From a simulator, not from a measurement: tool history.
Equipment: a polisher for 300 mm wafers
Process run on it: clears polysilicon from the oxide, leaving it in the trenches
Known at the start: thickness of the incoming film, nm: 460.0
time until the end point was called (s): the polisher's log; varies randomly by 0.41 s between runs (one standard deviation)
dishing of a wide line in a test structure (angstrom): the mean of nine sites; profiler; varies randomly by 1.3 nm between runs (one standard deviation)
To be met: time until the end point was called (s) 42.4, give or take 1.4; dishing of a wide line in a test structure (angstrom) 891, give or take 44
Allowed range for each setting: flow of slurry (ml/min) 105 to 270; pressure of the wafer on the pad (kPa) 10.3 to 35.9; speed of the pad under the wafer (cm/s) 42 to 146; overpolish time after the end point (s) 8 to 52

run	hour	flow of slurry (ml/min)	pressure of the wafer on the pad (kPa)	speed of the pad under the wafer (cm/s)	overpolish time after the end point (s)	time until the end point was called (s)	dishing of a wide line in a test structure (angstrom)
1	0	175	22.8	94	26	27.24	912.79
2	7.7	175	21.4	94	25	29.329	920.53
3	16	175	21.4	116	25	23.803	893.21
4	21.4	175	20	116	25	24.976	943.03
5	27.8	170	20	110	23	26.72	917.71
6	35.2	170	20	110	15	26.329	870.85
7	41.9	160	13.1	106	22	40.808	898.21
8	46.7	150	13.1	106	21	40.613	872.61

Exercise: of the 5 proposed moves below, exactly one satisfies all targets within the stated allowed misses. Which move is it?
A	51.5	170	13.8	104	29	?	?
B	51.5	160	11	128	26	?	?
C	51.5	150	11.7	110	23	?	?
D	51.5	120	10.3	140	16	?	?
E	51.5	145	14.5	102	18	?	?

move	time until the end point was called (s)	dishing of a wide line in a test structure (angstrom)
A	38.19	907.75
B	37.925	901.21
C	42.359	877.45
D	38.942	829.86
E	38.465	854.8
A: moves away from the targets compared with the last run
B: moves away from the targets compared with the last run
C: every result within its allowed miss
D: moves away from the targets compared with the last run
E: moves away from the targets compared with the last run
The move that meets every target is C.
